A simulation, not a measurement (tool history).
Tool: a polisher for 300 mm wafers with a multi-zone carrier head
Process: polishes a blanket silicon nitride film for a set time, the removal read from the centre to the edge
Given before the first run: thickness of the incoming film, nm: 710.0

run	hour	flow of slurry (ml/min)	pressure of the head's centre zone	pressure of the head's middle zone	pressure of the head's edge zone	polishing time (s)	film removed at the wafer's centre (angstrom)	film removed at mid-radius (angstrom)	film removed at the wafer's edge (angstrom)
1	0	185	1	1	1	53	1139.5	1158.9	1218.1
2	6.2	195	1	1	1.05	55	1187.9	1216	1299.2
3	12.1	195	1	0.96	1.05	55	1213.5	1197.6	1279.5
4	20.5	195	1.03	0.96	1.05	55	1238.1	1166.2	1285.3
5	25	185	1.02	0.96	1.09	58	1265.9	1207.9	1370.2
6	31.8	185	1.02	0.88	1.09	58	1257.1	1140.7	1367.7

Run 7 comes next. What will it give?
7	33.9	200	1.01	0.9	1.11	59	?	?	?

Run 7 gave film removed at the wafer's centre (angstrom) 1297.2, film removed at mid-radius (angstrom) 1214.7, film removed at the wafer's edge (angstrom) 1408.
